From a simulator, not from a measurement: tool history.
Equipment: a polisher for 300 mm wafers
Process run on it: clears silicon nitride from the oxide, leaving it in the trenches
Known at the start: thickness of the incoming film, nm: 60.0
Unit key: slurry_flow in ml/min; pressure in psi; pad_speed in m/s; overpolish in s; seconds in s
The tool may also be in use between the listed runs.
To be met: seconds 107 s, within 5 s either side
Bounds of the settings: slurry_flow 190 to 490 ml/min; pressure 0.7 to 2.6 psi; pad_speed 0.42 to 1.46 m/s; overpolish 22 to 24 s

run  hour  slurry_flow  pressure  pad_speed  overpolish  seconds
  1     0          315       1.6       0.94          22   145.38
  2   7.9          315       1.7       0.94          22    135.3
  3  16.7          315       1.8       0.94          22   131.04
  4  24.7          315       1.8       1.08          22   114.34
  5  27.4          315       1.6       1.08          22   128.02
  6  35.8          315       1.6       1.08          24   127.82
  7  38.4          315       1.7       1.08          24   119.36
  8  43.3          315       1.8       1.08          24   113.92

Exactly one of the 5 candidate moves below puts every result within its allowed miss. Which one?
  A  48.2          325       2.1          1          22        ?
  B  48.2          250       2.2       0.88          24        ?
  C  48.2          345       1.9        1.2          24        ?
  D  48.2          310       2.3       0.98          24        ?
  E  48.2          335       1.7       1.02          22        ?

move  seconds
   A   105.98
   B   117.13
   C   97.987
   D   99.223
   E   127.49
A: meets every target
B: its largest miss is bigger than the last run's
C: moves the result that the last run missed by most past its target, out the other side
D: moves the result that the last run missed by most past its target, out the other side
E: its largest miss is bigger than the last run's
So the answer is move A, the one that meets all the targets.
